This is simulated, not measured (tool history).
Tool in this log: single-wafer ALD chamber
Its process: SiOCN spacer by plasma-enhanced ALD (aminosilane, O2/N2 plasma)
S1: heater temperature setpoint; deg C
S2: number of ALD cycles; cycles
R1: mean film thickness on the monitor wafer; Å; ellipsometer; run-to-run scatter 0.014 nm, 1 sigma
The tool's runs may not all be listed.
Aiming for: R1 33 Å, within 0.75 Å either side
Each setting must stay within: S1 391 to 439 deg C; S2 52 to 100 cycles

run 1 hour=0 | S1=415 S2=76 | R1=41.4
run 2 hour=3.3 | S1=420 S2=76 | R1=40.828
run 3 hour=7.8 | S1=413 S2=76 | R1=41.921
run 4 hour=14.6 | S1=413 S2=66 | R1=36.135
run 5 hour=20.3 | S1=415 S2=65 | R1=35.224
run 6 hour=25.7 | S1=415 S2=74 | R1=40.592
run 7 hour=28.8 | S1=418 S2=72 | R1=38.738
run 8 hour=29.4 | S1=421 S2=70 | R1=37.333
run 9 hour=30.8 | S1=423 S2=68 | R1=36.042
run 10 hour=35.2 | S1=423 S2=68 | R1=36.013
run 11 hour=42.6 | S1=425 S2=67 | R1=35.275
run 12 hour=50.7 | S1=426 S2=66 | R1=34.419
run 13 hour=54.6 | S1=426 S2=66 | R1=34.438
run 14 hour=57.9 | S1=427 S2=66 | R1=34.174

Of the 4 settings listed for the next run, only one would bring every result within its allowed miss of target. Which one?
run A hour=61.2 | S1=421 S2=66 | R1=?
run B hour=61.2 | S1=418 S2=61 | R1=?
run C hour=61.2 | S1=417 S2=58 | R1=?
run D hour=61.2 | S1=426 S2=66 | R1=?

move=A R1=34.93
move=B R1=32.638
move=C R1=31.146
move=D R1=34.291
A: moves away from the targets compared with the last run
B: all results in spec
C: pushes the last run's worst result past its target
D: moves away from the targets compared with the last run
The move that meets every target is B.

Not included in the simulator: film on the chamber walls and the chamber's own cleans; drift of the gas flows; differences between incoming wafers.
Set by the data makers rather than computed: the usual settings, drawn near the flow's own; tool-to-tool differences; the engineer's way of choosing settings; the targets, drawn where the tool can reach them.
